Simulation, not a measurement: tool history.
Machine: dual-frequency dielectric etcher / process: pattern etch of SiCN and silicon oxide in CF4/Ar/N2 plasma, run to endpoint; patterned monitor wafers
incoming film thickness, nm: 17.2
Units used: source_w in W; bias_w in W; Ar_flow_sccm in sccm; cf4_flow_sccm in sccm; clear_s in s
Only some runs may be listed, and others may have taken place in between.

{"run": 1, "hour": 0.0, "source_w": 430, "bias_w": 78, "Ar_flow_sccm": 76, "cf4_flow_sccm": 76, "clear_s": 19.727}
{"run": 2, "hour": 4.4, "source_w": 430, "bias_w": 66, "Ar_flow_sccm": 76, "cf4_flow_sccm": 76, "clear_s": 20.529}
{"run": 3, "hour": 8.4, "source_w": 430, "bias_w": 66, "Ar_flow_sccm": 63, "cf4_flow_sccm": 76, "clear_s": 20.314}
{"run": 4, "hour": 13.2, "source_w": 430, "bias_w": 66, "Ar_flow_sccm": 54, "cf4_flow_sccm": 76, "clear_s": 19.634}
{"run": 5, "hour": 17.2, "source_w": 470, "bias_w": 66, "Ar_flow_sccm": 54, "cf4_flow_sccm": 76, "clear_s": 17.779}
{"run": 6, "hour": 23.3, "source_w": 470, "bias_w": 66, "Ar_flow_sccm": 54, "cf4_flow_sccm": 81, "clear_s": 17.79}
{"run": 7, "hour": 29.3, "source_w": 470, "bias_w": 66, "Ar_flow_sccm": 54, "cf4_flow_sccm": 81, "clear_s": 17.546}
{"run": 8, "hour": 34.2, "source_w": 380, "bias_w": 50, "Ar_flow_sccm": 61, "cf4_flow_sccm": 75, "clear_s": 25.311}

For run 9, what comes out?
{"run": 9, "hour": 42.8, "source_w": 360, "bias_w": 50, "Ar_flow_sccm": 61, "cf4_flow_sccm": 75, "clear_s": "?"}

For run 9 the tool returned clear_s 26.772 s.
